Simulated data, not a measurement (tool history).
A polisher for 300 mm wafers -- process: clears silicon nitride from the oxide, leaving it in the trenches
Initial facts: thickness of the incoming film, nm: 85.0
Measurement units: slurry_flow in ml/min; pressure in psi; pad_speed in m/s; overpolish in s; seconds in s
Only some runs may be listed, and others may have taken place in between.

Run 1, day 0: slurry_flow 145 ml/min, pressure 2.5 psi, pad_speed 0.8 m/s, overpolish 28 s. Result: seconds 126.44 s.
Run 2, day 0.088: slurry_flow 145 ml/min, pressure 3.1 psi, pad_speed 0.8 m/s, overpolish 28 s. Result: seconds 103.01 s.
Run 3, day 0.133: slurry_flow 180 ml/min, pressure 3.1 psi, pad_speed 0.8 m/s, overpolish 28 s. Result: seconds 98.983 s.
Run 4, day 0.504: slurry_flow 180 ml/min, pressure 3.1 psi, pad_speed 0.8 m/s, overpolish 30 s. Result: seconds 95.055 s.
Run 5, day 0.65: slurry_flow 195 ml/min, pressure 3.1 psi, pad_speed 0.8 m/s, overpolish 30 s. Result: seconds 97.106 s.
Run 6, day 0.925: slurry_flow 195 ml/min, pressure 2.9 psi, pad_speed 0.8 m/s, overpolish 30 s. Result: seconds 100.94 s.
Run 7, day 1.1: slurry_flow 180 ml/min, pressure 2.2 psi, pad_speed 0.74 m/s, overpolish 30 s. Result: seconds 147.77 s.

What will run 8 give?
Run 8, day 1.292: slurry_flow 180 ml/min, pressure 2.1 psi, pad_speed 0.74 m/s, overpolish 30 s. Result: seconds ?.

seconds: 156.7 s
